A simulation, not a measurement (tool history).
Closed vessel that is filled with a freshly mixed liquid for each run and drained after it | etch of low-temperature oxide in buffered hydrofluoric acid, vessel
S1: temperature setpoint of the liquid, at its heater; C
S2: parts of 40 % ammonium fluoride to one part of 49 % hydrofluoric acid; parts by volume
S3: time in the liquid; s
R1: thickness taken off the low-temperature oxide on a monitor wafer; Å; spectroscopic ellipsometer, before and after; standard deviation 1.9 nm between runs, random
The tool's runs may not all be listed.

run    day    S1    S2   S3      R1
  1      0    23  23.5  100  1534.6
  2  0.042    23  23.5  100  1489.5
  3  0.167    24  23.5  100  1610.3
  4  0.483    25  23.5  100    1675
  5  0.575  25.5  23.5  100  1718.3
  6  0.917  25.5  23.5  100  1753.1
  7  1.017    26  23.5  100  1804.5

The next listed run, before its measurement:
  8  1.062  26.5  23.5  100   ?

R1: 1837.8 Å

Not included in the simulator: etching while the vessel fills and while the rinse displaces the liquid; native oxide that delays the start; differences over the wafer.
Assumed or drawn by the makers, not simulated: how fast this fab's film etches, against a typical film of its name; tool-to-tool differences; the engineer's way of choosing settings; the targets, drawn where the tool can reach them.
